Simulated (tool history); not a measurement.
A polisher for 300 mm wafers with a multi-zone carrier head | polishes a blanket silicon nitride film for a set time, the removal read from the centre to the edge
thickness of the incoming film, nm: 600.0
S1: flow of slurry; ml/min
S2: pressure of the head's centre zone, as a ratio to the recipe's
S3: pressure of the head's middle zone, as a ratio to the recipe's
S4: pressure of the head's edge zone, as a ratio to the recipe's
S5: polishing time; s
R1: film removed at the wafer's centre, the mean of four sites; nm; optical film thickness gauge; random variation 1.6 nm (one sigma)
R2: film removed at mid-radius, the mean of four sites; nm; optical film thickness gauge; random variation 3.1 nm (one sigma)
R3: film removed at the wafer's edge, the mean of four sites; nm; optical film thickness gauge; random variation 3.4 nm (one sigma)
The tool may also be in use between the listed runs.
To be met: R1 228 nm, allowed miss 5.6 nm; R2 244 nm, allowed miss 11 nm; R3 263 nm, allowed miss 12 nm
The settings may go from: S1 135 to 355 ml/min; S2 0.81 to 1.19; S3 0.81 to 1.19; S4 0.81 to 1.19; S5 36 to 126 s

run 1 hour=0 | S1=225 S2=1 S3=1 S4=1 S5=81 | R1=195.6 R2=195.91 R3=196.19
run 2 hour=0.7 | S1=225 S2=1 S3=1 S4=0.96 S5=81 | R1=199.15 R2=194.76 R3=187.97
run 3 hour=7.2 | S1=240 S2=1.02 S3=1.02 S4=1.03 S5=84 | R1=210.55 R2=212.7 R3=204.61
run 4 hour=8.1 | S1=240 S2=1.02 S3=1.02 S4=0.98 S5=84 | R1=209.42 R2=210.47 R3=201.58
run 5 hour=16.6 | S1=250 S2=1 S3=1 S4=1.05 S5=88 | R1=217.46 R2=214.08 R3=217.01
run 6 hour=20.2 | S1=240 S2=0.98 S3=1.01 S4=1.09 S5=92 | R1=220.06 R2=226.49 R3=233.15
-- hour=23.5 worn pad replaced by a new one
run 7 hour=23.5 | S1=240 S2=0.97 S3=1.01 S4=1.12 S5=94 | R1=242.61 R2=251.33 R3=258.03
run 8 hour=32.2 | S1=235 S2=0.94 S3=1 S4=1.12 S5=94 | R1=234.7 R2=245.84 R3=260.89

Which of these 4 next moves meets every target?
run A hour=40.9 | S1=185 S2=1.03 S3=1.05 S4=1.16 S5=87 | R1=? R2=? R3=?
run B hour=40.9 | S1=255 S2=0.89 S3=1.01 S4=1.14 S5=99 | R1=? R2=? R3=?
run C hour=40.9 | S1=210 S2=0.93 S3=0.99 S4=1.16 S5=94 | R1=? R2=? R3=?
run D hour=40.9 | S1=260 S2=0.97 S3=0.94 S4=1.14 S5=95 | R1=? R2=? R3=?

move=A R1=230.01 R2=232.46 R3=237.34
move=B R1=235.69 R2=267.12 R3=275.54
move=C R1=228.24 R2=244.34 R3=259.73
move=D R1=247.12 R2=243.35 R3=265.03
A: brings the result that was furthest off to its target, and leaves another outside
B: further off than the last run
C: meets every target
D: further off than the last run
Answer: C
